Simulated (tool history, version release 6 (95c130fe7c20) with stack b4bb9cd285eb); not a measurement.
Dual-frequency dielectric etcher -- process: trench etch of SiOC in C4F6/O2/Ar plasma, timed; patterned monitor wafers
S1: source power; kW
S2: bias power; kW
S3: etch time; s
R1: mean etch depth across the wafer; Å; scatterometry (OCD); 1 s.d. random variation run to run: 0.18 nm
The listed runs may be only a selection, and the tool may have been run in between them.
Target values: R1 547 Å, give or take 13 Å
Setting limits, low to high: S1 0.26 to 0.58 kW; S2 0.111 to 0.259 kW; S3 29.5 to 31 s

| run | hour | S1 | S2 | S3 | R1 |
|---|---|---|---|---|---|
| 1 | 0 | 0.42 | 0.185 | 29.5 | 627.79 |
| 2 | 3 | 0.42 | 0.185 | 31 | 658.49 |
| 3 | 7.9 | 0.42 | 0.185 | 31 | 659.79 |
| 4 | 11.4 | 0.39 | 0.178 | 31 | 635.91 |
| 5 | 18.2 | 0.39 | 0.204 | 31 | 663.14 |
| 6 | 26.4 | 0.37 | 0.195 | 31 | 635.94 |
| 7 | 29.1 | 0.35 | 0.191 | 31 | 616.86 |
| 8 | 37.3 | 0.33 | 0.188 | 31 | 595.73 |
| 9 | 43.6 | 0.32 | 0.187 | 31 | 589.71 |
| 10 | 52.2 | 0.31 | 0.186 | 31 | 577.55 |
| 11 | 58.8 | 0.3 | 0.185 | 31 | 569.77 |
| 12 | 63.5 | 0.29 | 0.184 | 31 | 563.4 |

Of the 5 settings listed for the next run, only one would bring every result within its allowed miss of target. Which one?
| A | 68.2 | 0.32 | 0.181 | 30.5 | ? |
| B | 68.2 | 0.26 | 0.205 | 30.5 | ? |
| C | 68.2 | 0.27 | 0.161 | 31 | ? |
| D | 68.2 | 0.32 | 0.198 | 29.5 | ? |
| E | 68.2 | 0.3 | 0.182 | 31 | ? |

| move | R1 |
|---|---|
| A | 575.85 |
| B | 547.29 |
| C | 522.8 |
| D | 573.44 |
| E | 569.93 |
A: further off than the last run
B: every result lands within tolerance
C: takes the biggest miss from the last run beyond its target
D: further off than the last run
E: further off than the last run
Go with B: it meets all targets.
